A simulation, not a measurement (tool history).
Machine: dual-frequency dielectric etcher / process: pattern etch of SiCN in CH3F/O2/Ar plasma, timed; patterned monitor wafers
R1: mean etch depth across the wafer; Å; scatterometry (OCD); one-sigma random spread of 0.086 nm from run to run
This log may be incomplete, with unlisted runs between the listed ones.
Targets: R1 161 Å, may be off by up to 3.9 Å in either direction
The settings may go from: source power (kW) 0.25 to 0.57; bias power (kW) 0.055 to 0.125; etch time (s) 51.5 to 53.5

Run 1, hour 0: source power (kW) 0.41, bias power (kW) 0.09, etch time (s) 51.5. Result: R1 195.19 Å.
Run 2, hour 8.4: source power (kW) 0.38, bias power (kW) 0.087, etch time (s) 51.5. Result: R1 189.02 Å.
Run 3, hour 12.4: source power (kW) 0.32, bias power (kW) 0.087, etch time (s) 51.5. Result: R1 180.63 Å.
Run 4, hour 16.6: source power (kW) 0.39, bias power (kW) 0.087, etch time (s) 51.5. Result: R1 190.2 Å.
Run 5, hour 24.9: source power (kW) 0.39, bias power (kW) 0.087, etch time (s) 53.5. Result: R1 198.85 Å.
Run 6, hour 30: source power (kW) 0.37, bias power (kW) 0.082, etch time (s) 53. Result: R1 189.73 Å.
Run 7, hour 37: source power (kW) 0.36, bias power (kW) 0.078, etch time (s) 53. Result: R1 183.03 Å.
Run 8, hour 43.5: source power (kW) 0.35, bias power (kW) 0.076, etch time (s) 53. Result: R1 180.51 Å.
At hour 49.7: bias power generator calibrated.
Run 9, hour 49.7: source power (kW) 0.27, bias power (kW) 0.063, etch time (s) 52.5. Result: R1 155.43 Å.

Below are 4 possible settings for the next run. Only one of them brings all results inside the allowed miss of their targets. Which is it?
Run A, hour 55.9: source power (kW) 0.25, bias power (kW) 0.061, etch time (s) 52.5. Result: R1 ?.
Run B, hour 55.9: source power (kW) 0.31, bias power (kW) 0.066, etch time (s) 51.5. Result: R1 ?.
Run C, hour 55.9: source power (kW) 0.27, bias power (kW) 0.062, etch time (s) 52. Result: R1 ?.
Run D, hour 55.9: source power (kW) 0.27, bias power (kW) 0.059, etch time (s) 53.5. Result: R1 ?.

move      R1
   A  150.28
   B  161.89
   C   153.2
   D  154.77
A: the biggest miss grows against the last run
B: every result within its allowed miss
C: the biggest miss grows against the last run
D: the biggest miss grows against the last run
The move that meets every target is B.

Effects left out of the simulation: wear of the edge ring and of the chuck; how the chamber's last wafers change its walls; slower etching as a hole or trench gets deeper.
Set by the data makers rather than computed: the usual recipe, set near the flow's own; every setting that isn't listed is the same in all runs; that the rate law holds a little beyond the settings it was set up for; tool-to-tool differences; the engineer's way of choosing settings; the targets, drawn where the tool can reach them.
